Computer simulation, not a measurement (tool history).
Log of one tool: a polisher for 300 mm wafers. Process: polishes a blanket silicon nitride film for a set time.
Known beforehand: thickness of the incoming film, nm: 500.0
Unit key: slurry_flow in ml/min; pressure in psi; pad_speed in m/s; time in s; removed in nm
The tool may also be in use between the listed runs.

{"run": 1, "hour": 0.0, "slurry_flow": 260, "pressure": 4.5, "pad_speed": 1.42, "time": 73, "removed": 217.47}
{"run": 2, "hour": 1.4, "slurry_flow": 260, "pressure": 4.1, "pad_speed": 1.36, "time": 73, "removed": 192.95}
{"run": 3, "hour": 3.6, "slurry_flow": 260, "pressure": 3.8, "pad_speed": 1.3, "time": 73, "removed": 173.62}
{"run": 4, "hour": 7.1, "slurry_flow": 260, "pressure": 3.8, "pad_speed": 1.62, "time": 73, "removed": 202.73}
{"run": 5, "hour": 13.3, "slurry_flow": 260, "pressure": 3.8, "pad_speed": 1.62, "time": 77, "removed": 214.14}
{"run": 6, "hour": 19.0, "slurry_flow": 260, "pressure": 3.8, "pad_speed": 1.62, "time": 77, "removed": 213.15}
{"run": 7, "hour": 22.5, "slurry_flow": 260, "pressure": 3.5, "pad_speed": 1.52, "time": 77, "removed": 187.47}
{"run": 8, "hour": 28.1, "slurry_flow": 260, "pressure": 3.3, "pad_speed": 1.44, "time": 77, "removed": 171.3}
{"hour": 34.8, "done": "head pressure recalibrated"}
{"run": 9, "hour": 34.8, "slurry_flow": 260, "pressure": 3.1, "pad_speed": 1.38, "time": 77, "removed": 147.23}
{"run": 10, "hour": 35.7, "slurry_flow": 260, "pressure": 2.9, "pad_speed": 1.38, "time": 77, "removed": 140.14}

Estimate the outcome of run 11 from the log above:
{"run": 11, "hour": 42.6, "slurry_flow": 260, "pressure": 2.8, "pad_speed": 1.36, "time": 77, "removed": "?"}

{"run 11": {"removed": 128.83}}

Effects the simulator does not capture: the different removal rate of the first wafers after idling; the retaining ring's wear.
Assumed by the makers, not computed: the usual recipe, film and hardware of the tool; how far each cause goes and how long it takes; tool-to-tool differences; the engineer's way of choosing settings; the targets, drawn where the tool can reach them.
